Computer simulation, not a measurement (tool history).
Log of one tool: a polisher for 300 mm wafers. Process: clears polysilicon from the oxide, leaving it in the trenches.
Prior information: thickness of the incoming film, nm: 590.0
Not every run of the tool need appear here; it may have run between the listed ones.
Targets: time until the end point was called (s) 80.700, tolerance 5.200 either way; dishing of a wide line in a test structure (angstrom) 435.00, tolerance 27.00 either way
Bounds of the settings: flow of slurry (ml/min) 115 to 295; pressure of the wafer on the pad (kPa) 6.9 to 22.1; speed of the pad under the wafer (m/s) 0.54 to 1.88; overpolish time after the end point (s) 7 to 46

run  hour  flow of slurry (ml/min)  pressure of the wafer on the pad (kPa)  speed of the pad under the wafer (m/s)  overpolish time after the end point (s)  time until the end point was called (s)  dishing of a wide line in a test structure (angstrom)
  1   0.0                      190                                    14.5                                    1.20                                       24                                   52.699                                                 481.64
  2   7.4                      190                                    13.8                                    1.20                                       22                                   56.024                                                 464.24
  3  15.5                      190                                    13.8                                    1.46                                       22                                   45.707                                                 482.20
  4  24.0                      190                                    13.1                                    1.44                                       21                                   48.882                                                 480.94
  5  27.4                      190                                    12.4                                    1.42                                       19                                   51.285                                                 468.07
  6  28.6                      190                                    11.7                                    1.40                                       19                                   54.147                                                 474.28
     31.0  -- slurry nozzle cleaned
  7  31.0                      190                                    11.0                                    1.36                                       18                                   57.790                                                 458.59
  8  32.3                      190                                    10.3                                    1.34                                       18                                   60.134                                                 442.86
  9  40.8                      175                                     8.3                                    1.08                                       29                                   86.353                                                 486.25
 10  47.2                      175                                     8.3                                    1.08                                       27                                   89.307                                                 457.41
 11  54.4                      175                                     8.3                                    1.08                                       26                                   88.260                                                 464.81
 12  61.7                      175                                     8.3                                    1.08                                       25                                   90.896                                                 442.10

Exercise: of the 4 proposed moves below, exactly one satisfies all targets within the stated allowed misses. Which move is it?
  A  69.0                      155                                     9.7                                    1.12                                       18                                        ?                                                      ?
  B  69.0                      170                                     9.7                                    1.28                                       15                                        ?                                                      ?
  C  69.0                      195                                     7.6                                    1.02                                       22                                        ?                                                      ?
  D  69.0                      125                                    10.3                                    1.26                                       15                                        ?                                                      ?

move  time until the end point was called (s)  dishing of a wide line in a test structure (angstrom)
   A                                   77.369                                                 449.74
   B                                   66.925                                                 446.02
   C                                   97.779                                                 446.41
   D                                   68.248                                                 443.99
A: every result lands within tolerance
B: carries the result that was furthest off beyond its target, to the other side
C: its largest miss is bigger than the last run's
D: carries the result that was furthest off beyond its target, to the other side
Answer: A
